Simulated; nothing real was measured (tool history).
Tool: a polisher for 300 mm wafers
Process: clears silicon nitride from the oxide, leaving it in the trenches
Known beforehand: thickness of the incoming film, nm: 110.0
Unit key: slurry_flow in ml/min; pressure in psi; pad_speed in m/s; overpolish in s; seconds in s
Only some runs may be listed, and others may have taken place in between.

| run | hour | slurry_flow | pressure | pad_speed | overpolish | seconds |
|---|---|---|---|---|---|---|
| 1 | 0.0 | 250 | 2.9 | 1.24 | 12 | 81.580 |
| 2 | 6.6 | 315 | 2.9 | 1.24 | 12 | 80.606 |
| 3 | 7.7 | 315 | 2.8 | 1.24 | 12 | 83.088 |
| 4 | 15.9 | 315 | 2.8 | 1.24 | 12 | 81.354 |
| 5 | 18.8 | 315 | 3.2 | 1.24 | 12 | 71.243 |
| 6 | 24.4 | 315 | 3.2 | 1.52 | 12 | 60.088 |

Run 7 comes next. What will it give?
| 7 | 30.6 | 315 | 2.9 | 1.50 | 12 | ? |

Logged for run 7: seconds 65.263 s.
